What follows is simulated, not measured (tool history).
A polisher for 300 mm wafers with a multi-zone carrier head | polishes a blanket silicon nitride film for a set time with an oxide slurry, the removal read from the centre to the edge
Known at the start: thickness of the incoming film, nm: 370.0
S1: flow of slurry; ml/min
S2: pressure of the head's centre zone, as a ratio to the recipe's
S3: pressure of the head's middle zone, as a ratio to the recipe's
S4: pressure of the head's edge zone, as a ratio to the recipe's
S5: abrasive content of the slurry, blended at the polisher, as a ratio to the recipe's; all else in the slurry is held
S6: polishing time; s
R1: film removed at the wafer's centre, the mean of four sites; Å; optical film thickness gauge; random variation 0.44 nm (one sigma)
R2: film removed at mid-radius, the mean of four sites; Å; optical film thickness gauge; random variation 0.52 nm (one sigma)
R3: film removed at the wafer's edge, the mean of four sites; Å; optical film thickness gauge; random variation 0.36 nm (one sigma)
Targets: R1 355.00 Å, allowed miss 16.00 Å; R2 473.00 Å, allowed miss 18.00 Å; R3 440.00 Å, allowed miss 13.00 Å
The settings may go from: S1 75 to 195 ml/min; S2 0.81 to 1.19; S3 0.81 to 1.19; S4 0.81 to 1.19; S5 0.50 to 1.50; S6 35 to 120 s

run,hour,S1,S2,S3,S4,S5,S6,R1,R2,R3
1,0.0,125,1.00,1.00,1.00,1.00,77,522.09,557.01,538.28
2,0.7,125,1.00,0.93,1.00,1.00,77,518.61,520.47,538.00
3,9.4,125,1.00,0.93,1.09,1.00,77,519.31,512.15,551.45
4,11.0,120,0.98,0.94,1.07,0.95,77,501.75,506.09,530.55
5,18.6,120,0.98,0.94,1.07,0.85,77,469.23,477.69,496.01
6,23.2,120,0.98,0.88,1.07,0.85,77,466.28,459.52,498.02
7,25.2,115,0.96,0.90,1.07,0.85,77,441.37,458.96,494.49
8,27.7,110,0.95,0.92,1.05,0.85,77,449.11,455.26,489.68
9,33.6,145,0.85,1.02,1.15,0.60,73,325.81,408.08,400.87
10,37.7,145,0.85,1.02,1.15,0.60,73,328.92,396.99,393.40
11,41.6,145,0.85,1.03,1.15,0.65,73,344.89,429.39,429.10
12,46.1,150,0.85,1.04,1.15,0.65,73,338.17,438.35,425.22

5 next moves are on the table. One of them brings every result within its allowed miss. Which?
A,50.6,155,0.83,0.93,1.19,0.85,60,?,?,?
B,50.6,130,0.86,0.96,1.19,0.60,79,?,?,?
C,50.6,105,0.86,1.01,1.18,0.60,83,?,?,?
D,50.6,155,0.82,1.18,0.94,0.50,91,?,?,?
E,50.6,165,0.82,1.08,1.10,0.85,64,?,?,?

move,R1,R2,R3
A,333.70,390.71,420.55
B,348.20,406.89,431.84
C,342.69,420.04,434.35
D,350.19,500.29,408.79
E,357.22,474.60,438.72
A: further off than the last run
B: further off than the last run
C: further off than the last run
D: takes the result that was furthest off past its target
E: meets every target
The right move is E.
